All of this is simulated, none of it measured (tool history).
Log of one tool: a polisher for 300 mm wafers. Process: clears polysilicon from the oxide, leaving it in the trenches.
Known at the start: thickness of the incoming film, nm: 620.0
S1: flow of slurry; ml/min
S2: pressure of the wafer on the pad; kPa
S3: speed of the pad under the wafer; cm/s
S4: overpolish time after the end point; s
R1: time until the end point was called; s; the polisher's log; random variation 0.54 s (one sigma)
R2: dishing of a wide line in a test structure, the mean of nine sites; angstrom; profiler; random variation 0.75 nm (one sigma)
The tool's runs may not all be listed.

| run | hour | S1 | S2 | S3 | S4 | R1 | R2 |
|---|---|---|---|---|---|---|---|
| 1 | 0 | 200 | 22.8 | 124 | 14 | 24.146 | 575.54 |
| 2 | 5 | 220 | 22.8 | 124 | 14 | 23.899 | 568.74 |
| 3 | 6.5 | 250 | 18.6 | 110 | 11 | 32.172 | 577.83 |
| 4 | 9.9 | 275 | 18.6 | 110 | 11 | 31.983 | 562.26 |
| 5 | 18.5 | 285 | 16.5 | 98 | 13 | 39.878 | 557.6 |
| 6 | 22.1 | 295 | 15.9 | 94 | 18 | 43.028 | 566.57 |

Run 7 comes next. What will it give?
| 7 | 31.1 | 300 | 14.5 | 90 | 13 | ? | ? |

{"run 7": {"R1": 48.148, "R2": 528.04}}

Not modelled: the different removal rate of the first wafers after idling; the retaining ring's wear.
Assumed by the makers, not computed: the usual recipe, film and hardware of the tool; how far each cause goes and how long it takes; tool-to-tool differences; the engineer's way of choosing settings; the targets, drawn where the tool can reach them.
